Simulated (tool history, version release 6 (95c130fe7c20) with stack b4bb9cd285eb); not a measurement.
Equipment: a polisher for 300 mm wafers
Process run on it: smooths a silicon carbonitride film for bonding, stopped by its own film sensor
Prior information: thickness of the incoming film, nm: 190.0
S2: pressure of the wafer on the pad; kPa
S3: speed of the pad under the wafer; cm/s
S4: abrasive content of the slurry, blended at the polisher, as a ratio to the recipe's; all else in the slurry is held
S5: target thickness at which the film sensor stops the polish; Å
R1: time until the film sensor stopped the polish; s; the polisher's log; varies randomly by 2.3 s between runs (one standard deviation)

run 1 hour=0.0 | flow_of_slurry_(ml/min)=275 S2=14.5 S3=94 S4=1.00 S5=1510 | R1=140.19
run 2 hour=8.6 | flow_of_slurry_(ml/min)=275 S2=14.5 S3=94 S4=0.95 S5=1510 | R1=143.97
run 3 hour=11.3 | flow_of_slurry_(ml/min)=275 S2=14.5 S3=116 S4=0.95 S5=1510 | R1=123.03
run 4 hour=13.2 | flow_of_slurry_(ml/min)=275 S2=13.1 S3=112 S4=0.95 S5=1510 | R1=140.92
run 5 hour=21.0 | flow_of_slurry_(ml/min)=275 S2=12.4 S3=110 S4=0.95 S5=1510 | R1=147.24
run 6 hour=28.2 | flow_of_slurry_(ml/min)=330 S2=12.4 S3=110 S4=0.95 S5=1510 | R1=146.76
run 7 hour=37.0 | flow_of_slurry_(ml/min)=330 S2=11.7 S3=106 S4=0.95 S5=1510 | R1=156.59
run 8 hour=39.9 | flow_of_slurry_(ml/min)=330 S2=11.0 S3=104 S4=0.95 S5=1510 | R1=168.88

For run 9, what comes out?
run 9 hour=45.6 | flow_of_slurry_(ml/min)=330 S2=10.3 S3=102 S4=0.95 S5=1510 | R1=?

Logged for run 9: R1 182.93 s.
